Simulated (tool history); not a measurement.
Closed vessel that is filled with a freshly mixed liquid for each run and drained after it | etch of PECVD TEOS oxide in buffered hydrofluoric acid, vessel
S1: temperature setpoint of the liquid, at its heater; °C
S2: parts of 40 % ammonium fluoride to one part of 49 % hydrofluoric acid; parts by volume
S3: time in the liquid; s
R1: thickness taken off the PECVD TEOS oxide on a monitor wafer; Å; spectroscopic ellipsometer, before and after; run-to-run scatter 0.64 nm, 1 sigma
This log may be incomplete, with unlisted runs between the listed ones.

run 1 hour=0 | S1=21 S2=12.5 S3=90 | R1=945.61
run 2 hour=6.1 | S1=21 S2=16 S3=90 | R1=761.91
run 3 hour=8.7 | S1=24 S2=16 S3=90 | R1=896.28
run 4 hour=14 | S1=24 S2=16 S3=100 | R1=998.47
run 5 hour=21 | S1=22.5 S2=16 S3=100 | R1=916.75
run 6 hour=25.4 | S1=22.5 S2=18 S3=100 | R1=816.02
run 7 hour=33.7 | S1=22 S2=18 S3=100 | R1=793.7
run 8 hour=39.7 | S1=22 S2=18 S3=100 | R1=783.74

Run 9 has not been measured yet. What should we expect?
run 9 hour=45.6 | S1=21.5 S2=18 S3=100 | R1=?

Run 9 produced R1 774.5 Å.
